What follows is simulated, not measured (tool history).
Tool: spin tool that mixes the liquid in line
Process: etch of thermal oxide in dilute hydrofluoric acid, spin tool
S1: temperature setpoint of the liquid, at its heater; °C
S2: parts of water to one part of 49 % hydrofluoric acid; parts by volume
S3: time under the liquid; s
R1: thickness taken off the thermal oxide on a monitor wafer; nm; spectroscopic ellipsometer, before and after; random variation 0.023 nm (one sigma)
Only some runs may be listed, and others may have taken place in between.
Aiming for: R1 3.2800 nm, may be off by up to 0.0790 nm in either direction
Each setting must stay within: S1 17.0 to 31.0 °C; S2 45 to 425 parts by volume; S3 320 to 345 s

| run | hour | S1 | S2 | S3 | R1 |
|---|---|---|---|---|---|
| 1 | 0.0 | 23.0 | 235 | 320 | 5.2207 |
| 2 | 7.3 | 22.5 | 240 | 320 | 5.0164 |
| 3 | 10.3 | 22.0 | 245 | 320 | 4.7573 |
| 4 | 12.2 | 22.0 | 245 | 345 | 5.1198 |
| 5 | 19.1 | 25.0 | 245 | 345 | 5.8137 |
| 6 | 21.0 | 24.0 | 250 | 345 | 5.4338 |
| 7 | 23.3 | 23.5 | 255 | 345 | 5.1049 |
| 8 | 28.7 | 23.0 | 260 | 345 | 4.9924 |

4 next moves are on the table. One of them brings every result within its allowed miss. Which?
| A | 34.1 | 20.5 | 360 | 320 | ? |
| B | 34.1 | 24.0 | 190 | 345 | ? |
| C | 34.1 | 20.5 | 315 | 320 | ? |
| D | 34.1 | 24.0 | 290 | 325 | ? |

| move | R1 |
|---|---|
| A | 2.7831 |
| B | 7.5983 |
| C | 3.3084 |
| D | 4.2298 |
A: carries the result that was furthest off beyond its target, to the other side
B: the biggest miss grows against the last run
C: all results in spec
D: better than the last run, though not everything is in spec
Move C is the one to make.
